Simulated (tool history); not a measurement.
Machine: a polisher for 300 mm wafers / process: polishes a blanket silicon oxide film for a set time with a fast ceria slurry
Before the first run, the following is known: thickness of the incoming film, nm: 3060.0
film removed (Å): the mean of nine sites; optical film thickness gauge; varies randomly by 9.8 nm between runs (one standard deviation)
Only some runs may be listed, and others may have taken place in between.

run,hour,flow of slurry (ml/min),pressure of the wafer on the pad (psi),speed of the pad under the wafer (m/s),polishing time (s),film removed (Å)
1,0.0,280,2.3,0.88,50,4728.4
2,4.9,280,2.5,0.88,50,5145.3
3,6.5,335,2.5,0.88,50,5291.8
4,14.9,335,2.5,0.88,45,4707.3
5,18.7,335,2.8,0.88,45,5182.2
6,22.5,335,2.8,0.78,45,4676.0
7,29.1,335,3.0,0.82,45,5283.6

Forecast run 8:
8,32.4,335,3.2,0.84,45,?

{"run 8": {"film removed (Å)": 5737.7}}
